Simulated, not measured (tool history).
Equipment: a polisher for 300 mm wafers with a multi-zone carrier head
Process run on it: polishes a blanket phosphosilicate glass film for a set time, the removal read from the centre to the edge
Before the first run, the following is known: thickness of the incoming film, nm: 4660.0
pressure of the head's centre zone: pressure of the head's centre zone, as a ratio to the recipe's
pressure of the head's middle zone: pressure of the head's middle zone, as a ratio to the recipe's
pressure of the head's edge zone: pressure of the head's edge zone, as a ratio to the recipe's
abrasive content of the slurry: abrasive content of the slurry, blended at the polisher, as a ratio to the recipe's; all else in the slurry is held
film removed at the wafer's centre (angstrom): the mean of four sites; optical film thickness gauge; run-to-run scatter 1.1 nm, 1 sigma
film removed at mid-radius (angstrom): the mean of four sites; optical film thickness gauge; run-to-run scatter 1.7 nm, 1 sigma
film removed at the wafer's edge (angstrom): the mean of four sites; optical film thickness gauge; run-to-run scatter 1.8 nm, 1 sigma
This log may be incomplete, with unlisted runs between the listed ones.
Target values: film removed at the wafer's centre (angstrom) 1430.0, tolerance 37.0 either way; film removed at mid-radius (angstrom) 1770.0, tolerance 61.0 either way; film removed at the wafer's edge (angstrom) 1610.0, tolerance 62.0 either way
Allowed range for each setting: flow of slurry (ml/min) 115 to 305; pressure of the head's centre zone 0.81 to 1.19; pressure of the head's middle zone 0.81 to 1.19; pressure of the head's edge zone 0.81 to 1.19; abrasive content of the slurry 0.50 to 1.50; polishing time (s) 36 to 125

run  hour  flow of slurry (ml/min)  pressure of the head's centre zone  pressure of the head's middle zone  pressure of the head's edge zone  abrasive content of the slurry  polishing time (s)  film removed at the wafer's centre (angstrom)  film removed at mid-radius (angstrom)  film removed at the wafer's edge (angstrom)
  1   0.0                      195                                1.00                                1.00                              1.00                            1.00                  80                                         3816.8                                 3679.5                                       3581.5
  2   5.9                      230                                1.00                                1.00                              1.00                            1.00                  80                                         3845.2                                 3733.6                                       3606.2
  3  10.4                      230                                0.96                                1.01                              0.99                            0.90                  71                                         3137.6                                 3169.2                                       3029.8
  4  17.8                      230                                1.00                                1.01                              0.99                            0.90                  71                                         3264.9                                 3145.5                                       3043.0
  5  25.8                      225                                0.96                                1.03                              0.99                            0.80                  64                                         2656.9                                 2746.6                                       2634.8
  6  26.7                      225                                0.96                                0.97                              0.99                            0.80                  64                                         2686.1                                 2571.1                                       2608.2
  7  28.1                      215                                0.93                                0.99                              0.97                            0.75                  60                                         2356.5                                 2402.0                                       2331.2
  8  32.3                      200                                0.90                                1.00                              0.97                            0.70                  57                                         2036.7                                 2197.2                                       2116.1
  9  35.8                      185                                0.88                                1.00                              0.96                            0.65                  57                                         1906.1                                 2083.3                                       2019.6
 10  43.2                      175                                0.86                                1.01                              0.95                            0.60                  56                                         1739.7                                 1965.1                                       1840.1
 11  50.8                      120                                0.81                                1.05                              1.00                            0.50                  55                                         1387.2                                 1710.6                                       1688.6
 12  55.9                      120                                0.81                                1.05                              1.00                            0.50                  55                                         1381.4                                 1713.7                                       1629.8
 13  59.7                      125                                0.81                                1.05                              0.99                            0.50                  55                                         1377.4                                 1757.7                                       1622.2
 14  60.4                      130                                0.81                                1.05                              0.98                            0.50                  55                                         1392.9                                 1746.2                                       1644.3
 15  61.5                      130                                0.81                                1.05                              0.97                            0.50                  55                                         1388.1                                 1752.1                                       1638.9

Consider the 4 candidate settings below. Which is the only one whose results all fall within their allowed miss of target?
  A  62.6                      165                                0.81                                1.13                              0.92                            0.50                  51                                              ?                                      ?                                            ?
  B  62.6                      125                                0.83                                0.99                              0.97                            0.50                  55                                              ?                                      ?                                            ?
  C  62.6                      115                                0.81                                1.05                              1.00                            0.50                  55                                              ?                                      ?                                            ?
  D  62.6                      120                                0.84                                1.08                              0.95                            0.55                  53                                              ?                                      ?                                            ?

move  film removed at the wafer's centre (angstrom)  film removed at mid-radius (angstrom)  film removed at the wafer's edge (angstrom)
   A                                         1352.0                                 1780.6                                       1525.6
   B                                         1423.7                                 1644.6                                       1639.4
   C                                         1367.8                                 1704.7                                       1645.9
   D                                         1454.8                                 1788.1                                       1640.6
A: its largest miss is bigger than the last run's
B: brings the result that was furthest off to its target, and leaves another outside
C: its largest miss is bigger than the last run's
D: every result within its allowed miss
D is the move that brings every result within its allowed miss.
